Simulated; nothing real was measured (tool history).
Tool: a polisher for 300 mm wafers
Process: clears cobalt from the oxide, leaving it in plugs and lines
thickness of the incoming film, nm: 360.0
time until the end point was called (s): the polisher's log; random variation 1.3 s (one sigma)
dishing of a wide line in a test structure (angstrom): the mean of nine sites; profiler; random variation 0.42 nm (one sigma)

run,day,flow of slurry (ml/min),pressure of the wafer on the pad (kPa),speed of the pad under the wafer (m/s),overpolish time after the end point (s),time until the end point was called (s),dishing of a wide line in a test structure (angstrom)
1,0.000,175,15.9,1.14,9,58.020,370.04
2,0.250,175,19.3,1.14,9,48.111,399.23
3,0.396,175,17.2,1.12,8,55.509,358.25
4,0.704,175,17.2,1.12,5,53.245,252.89
5,0.892,175,17.2,1.12,7,54.587,328.20
6,0.950,175,20.0,1.12,7,47.922,352.88
7,1.112,175,17.2,1.10,7,55.922,318.27
8,1.179,175,15.9,1.08,7,59.986,300.02

Forecast run 9:
9,1.533,175,14.5,1.06,7,?,?

time until the end point was called (s): 67.987
dishing of a wide line in a test structure (angstrom): 278.67
